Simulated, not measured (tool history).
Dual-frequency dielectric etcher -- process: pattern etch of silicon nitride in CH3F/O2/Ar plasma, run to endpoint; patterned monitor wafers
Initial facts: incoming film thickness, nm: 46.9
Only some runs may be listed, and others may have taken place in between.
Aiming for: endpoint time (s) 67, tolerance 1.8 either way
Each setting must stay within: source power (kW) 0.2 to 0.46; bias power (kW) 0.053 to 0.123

run,hour,source power (kW),bias power (kW),endpoint time (s)
1,0,0.33,0.088,75.211
2,6.9,0.33,0.078,78.777
3,11.5,0.34,0.079,77.582
4,13.8,0.35,0.08,75.239
5,22.8,0.35,0.09,73.412
6,29.1,0.36,0.091,73.094
7,31.6,0.37,0.092,71.445
8,36.5,0.37,0.093,72.39
9,43.5,0.38,0.095,69.986
10,49.5,0.38,0.095,70.877
11,54.8,0.38,0.096,70.809
12,56.1,0.38,0.097,70.039

Exactly one of the 4 candidate moves below puts every result within its allowed miss. Which one?
A,57.4,0.4,0.082,?
B,57.4,0.4,0.105,?
C,57.4,0.4,0.088,?
D,57.4,0.36,0.091,?

move,endpoint time (s)
A,72.541
B,67.633
C,71.15
D,72.983
A: the biggest miss grows against the last run
B: all results in spec
C: the biggest miss grows against the last run
D: the biggest miss grows against the last run
Answer: B
